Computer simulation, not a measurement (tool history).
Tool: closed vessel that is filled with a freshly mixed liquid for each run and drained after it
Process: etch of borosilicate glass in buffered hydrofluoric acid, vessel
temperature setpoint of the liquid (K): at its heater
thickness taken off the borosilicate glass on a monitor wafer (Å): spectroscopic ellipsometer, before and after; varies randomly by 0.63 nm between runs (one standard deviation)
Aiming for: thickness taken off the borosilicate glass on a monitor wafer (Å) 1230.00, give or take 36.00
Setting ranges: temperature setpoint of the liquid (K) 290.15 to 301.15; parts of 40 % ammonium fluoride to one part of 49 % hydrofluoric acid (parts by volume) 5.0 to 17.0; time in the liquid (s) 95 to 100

run,hour,temperature setpoint of the liquid (K),parts of 40 % ammonium fluoride to one part of 49 % hydrofluoric acid (parts by volume),time in the liquid (s),thickness taken off the borosilicate glass on a monitor wafer (Å)
1,0.0,293.15,10.5,95,873.96
2,6.5,294.15,10.5,95,934.05
3,8.1,295.15,10.5,95,985.06
4,11.4,295.15,10.5,100,1034.10
5,15.6,295.65,10.5,100,1060.80
6,23.4,296.15,10.5,100,1097.80
7,28.9,296.65,10.5,100,1121.30
8,33.7,296.65,10.5,100,1122.70
9,35.0,297.15,10.5,100,1161.30

Next run, 5 choices. One meets every target within its allowed miss, the rest don't. Which?
A,36.3,296.65,10.5,100,?
B,36.3,294.65,9.0,95,?
C,36.3,300.15,11.5,100,?
D,36.3,298.65,10.0,100,?
E,36.3,297.65,11.5,100,?

move,thickness taken off the borosilicate glass on a monitor wafer (Å)
A,1126.40
B,1078.20
C,1241.90
D,1316.00
E,1086.70
A: its largest miss is bigger than the last run's
B: its largest miss is bigger than the last run's
C: every result within its allowed miss
D: takes the biggest miss from the last run beyond its target
E: its largest miss is bigger than the last run's
Answer: C
